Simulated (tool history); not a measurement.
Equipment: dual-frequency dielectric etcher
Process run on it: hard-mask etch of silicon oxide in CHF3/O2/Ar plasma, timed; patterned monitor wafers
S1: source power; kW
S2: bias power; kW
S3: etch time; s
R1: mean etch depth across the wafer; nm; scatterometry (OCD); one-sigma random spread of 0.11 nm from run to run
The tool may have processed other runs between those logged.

run,hour,S1,S2,S3,R1
1,0.0,0.640,0.191,15.5,32.389
2,3.5,0.640,0.208,15.5,33.319
3,10.4,0.640,0.227,15.5,34.543
4,13.1,0.570,0.227,15.5,32.227
5,14.9,0.570,0.245,15.5,33.147
6,21.6,0.460,0.245,15.5,28.900
7,24.5,0.450,0.242,15.5,28.537
8,32.9,0.440,0.239,15.5,27.929
9,34.4,0.380,0.202,15.5,23.948
# hour 38.8: bias power generator calibrated
10,38.8,0.450,0.204,15.5,26.578

Run 11 is up next; what results do you expect?
11,44.0,0.440,0.204,15.5,?

{"run 11": {"R1": 26.055}}
